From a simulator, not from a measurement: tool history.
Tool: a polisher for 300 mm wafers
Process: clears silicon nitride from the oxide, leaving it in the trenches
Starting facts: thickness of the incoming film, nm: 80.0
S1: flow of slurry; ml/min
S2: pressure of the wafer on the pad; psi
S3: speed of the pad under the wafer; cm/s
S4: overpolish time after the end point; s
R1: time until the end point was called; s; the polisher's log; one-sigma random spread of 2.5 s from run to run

run	hour	S1	S2	S3	S4	R1
1	0.0	240	2.1	78	5	149.34
2	0.7	240	1.8	78	5	169.54
3	8.5	240	1.8	78	4	174.15
4	15.8	240	1.8	78	4	171.15
5	22.1	240	1.8	78	5	171.17
6	27.7	265	1.8	78	5	170.59
7	32.1	265	1.6	78	5	191.54

The next listed run, before its measurement:
8	38.0	265	1.5	78	5	?

R1: 204.62 s
